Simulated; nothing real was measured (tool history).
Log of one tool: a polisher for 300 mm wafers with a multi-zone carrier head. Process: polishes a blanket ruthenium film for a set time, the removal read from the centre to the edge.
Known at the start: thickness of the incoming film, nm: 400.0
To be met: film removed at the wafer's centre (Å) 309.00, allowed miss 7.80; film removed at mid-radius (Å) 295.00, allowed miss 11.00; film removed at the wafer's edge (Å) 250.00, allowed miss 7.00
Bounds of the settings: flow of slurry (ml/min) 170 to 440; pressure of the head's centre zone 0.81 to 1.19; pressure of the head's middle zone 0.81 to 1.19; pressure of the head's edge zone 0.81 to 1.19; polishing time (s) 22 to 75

run  hour  flow of slurry (ml/min)  pressure of the head's centre zone  pressure of the head's middle zone  pressure of the head's edge zone  polishing time (s)  film removed at the wafer's centre (Å)  film removed at mid-radius (Å)  film removed at the wafer's edge (Å)
  1   0.0                      280                                1.00                                1.00                              1.00                  48                                  294.60                          287.94                                283.59
  2   4.5                      280                                1.00                                1.00                              1.06                  48                                  289.95                          283.46                                290.13
  3   5.3                      280                                1.08                                1.00                              1.06                  48                                  311.69                          279.53                                289.85
  4  12.6                      280                                1.08                                1.00                              1.06                  36                                  238.45                          215.73                                217.73
  5  20.1                      305                                1.11                                1.06                              1.05                  38                                  260.47                          240.06                                228.42
  6  22.4                      305                                1.18                                1.06                              1.05                  38                                  273.26                          238.50                                231.11
  7  28.2                      330                                1.18                                1.10                              1.04                  39                                  287.17                          252.66                                233.99
  8  28.8                      340                                1.17                                1.13                              1.04                  40                                  293.36                          266.70                                241.27
  9  33.7                      355                                1.17                                1.15                              1.03                  41                                  298.59                          272.60                                245.72

Which of these 5 next moves meets every target?
  A  38.6                      330                                1.18                                1.10                              1.06                  40                                       ?                               ?                                     ?
  B  38.6                      310                                1.17                                1.18                              0.96                  43                                       ?                               ?                                     ?
  C  38.6                      335                                1.19                                1.09                              0.95                  41                                       ?                               ?                                     ?
  D  38.6                      390                                1.12                                1.05                              1.09                  41                                       ?                               ?                                     ?
  E  38.6                      405                                1.17                                1.06                              1.08                  41                                       ?                               ?                                     ?

move  film removed at the wafer's centre (Å)  film removed at mid-radius (Å)  film removed at the wafer's edge (Å)
   A                                  292.63                          259.80                                242.89
   B                                  310.58                          295.45                                250.10
   C                                  302.83                          264.52                                238.79
   D                                  287.96                          258.84                                254.10
   E                                  301.71                          261.49                                253.57
A: further off than the last run
B: meets every target
C: further off than the last run
D: further off than the last run
E: further off than the last run
Move B is the one to make.
